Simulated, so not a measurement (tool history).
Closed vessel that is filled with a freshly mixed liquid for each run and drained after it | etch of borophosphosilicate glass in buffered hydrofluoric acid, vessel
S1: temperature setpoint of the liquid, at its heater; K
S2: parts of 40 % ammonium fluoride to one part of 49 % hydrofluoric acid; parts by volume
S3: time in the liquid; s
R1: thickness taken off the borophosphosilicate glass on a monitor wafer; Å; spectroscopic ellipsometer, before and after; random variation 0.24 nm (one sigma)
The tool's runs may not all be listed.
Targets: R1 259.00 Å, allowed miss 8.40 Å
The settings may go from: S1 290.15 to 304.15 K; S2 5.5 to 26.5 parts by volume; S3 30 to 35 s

| run | hour | S1 | S2 | S3 | R1 |
|---|---|---|---|---|---|
| 1 | 0.0 | 296.15 | 16.0 | 35 | 390.09 |
| 2 | 1.7 | 296.15 | 16.0 | 35 | 394.26 |
| 3 | 4.7 | 295.15 | 16.5 | 35 | 361.06 |
| 4 | 8.0 | 294.15 | 17.0 | 35 | 330.17 |
| 5 | 10.0 | 293.65 | 17.0 | 35 | 320.22 |
| 6 | 16.7 | 293.15 | 17.0 | 35 | 318.31 |
| 7 | 24.6 | 292.65 | 17.0 | 35 | 304.31 |
| 8 | 32.3 | 292.15 | 17.0 | 35 | 298.77 |
| 9 | 33.8 | 291.65 | 17.0 | 35 | 291.86 |
| 10 | 36.1 | 291.15 | 17.0 | 35 | 280.09 |
| 11 | 37.2 | 290.65 | 17.0 | 35 | 270.36 |

Which of these 4 next moves meets every target?
| A | 38.3 | 291.65 | 14.5 | 30 | ? |
| B | 38.3 | 290.15 | 15.5 | 35 | ? |
| C | 38.3 | 291.65 | 16.0 | 30 | ? |
| D | 38.3 | 296.65 | 20.0 | 30 | ? |

| move | R1 |
|---|---|
| A | 292.52 |
| B | 293.65 |
| C | 265.37 |
| D | 280.32 |
A: further off than the last run
B: further off than the last run
C: meets every target
D: further off than the last run
The right move is C.
